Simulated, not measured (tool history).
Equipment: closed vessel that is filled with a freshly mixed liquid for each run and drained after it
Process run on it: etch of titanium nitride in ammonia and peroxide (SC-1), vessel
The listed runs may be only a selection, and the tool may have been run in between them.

run	hour	temperature setpoint of the liquid (K)	parts of water to one part of 30 % peroxide (parts by volume)	parts of 29 % ammonia solution to one part of 30 % peroxide (parts by volume)	time in the liquid (s)	thickness taken off the titanium nitride on a monitor wafer (Å)
1	0.0	327.15	28.0	0.55	115	25.887
2	5.7	327.15	28.0	0.55	90	20.091
3	10.4	331.15	28.0	0.55	90	26.934
4	13.7	331.15	28.0	0.45	90	25.355
5	18.5	324.65	28.0	0.45	90	16.497
6	21.4	318.15	28.0	0.45	90	10.265

Run 7, settings as shown, results not yet in. Your forecast:
7	23.0	324.65	28.0	0.45	90	?

{"run 7": {"thickness taken off the titanium nitride on a monitor wafer (Å)": 16.682}}
